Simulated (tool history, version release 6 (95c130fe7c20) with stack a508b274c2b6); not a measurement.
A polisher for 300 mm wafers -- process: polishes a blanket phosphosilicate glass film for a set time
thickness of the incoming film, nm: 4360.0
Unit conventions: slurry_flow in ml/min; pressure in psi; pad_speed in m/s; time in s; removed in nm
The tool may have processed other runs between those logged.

run  hour  slurry_flow  pressure  pad_speed  slurry_solids  time  removed
  1   0.0          285       2.1       0.90            1.0    89   389.92
  2   2.5          285       2.1       0.78            1.0    89   340.70
  3  10.1          285       1.9       0.76            1.0    89   307.08
  4  17.9          285       1.9       0.86            1.0    89   343.49
  5  21.1          285       1.7       0.82            1.0    89   292.29
  6  27.4          285       1.6       0.80            1.0    89   269.12
  7  34.5          285       1.5       0.78            1.0    89   252.19

Forecast run 8:
  8  37.9          285       1.4       0.76            1.0    89        ?

{"run 8": {"removed": 231.28}}
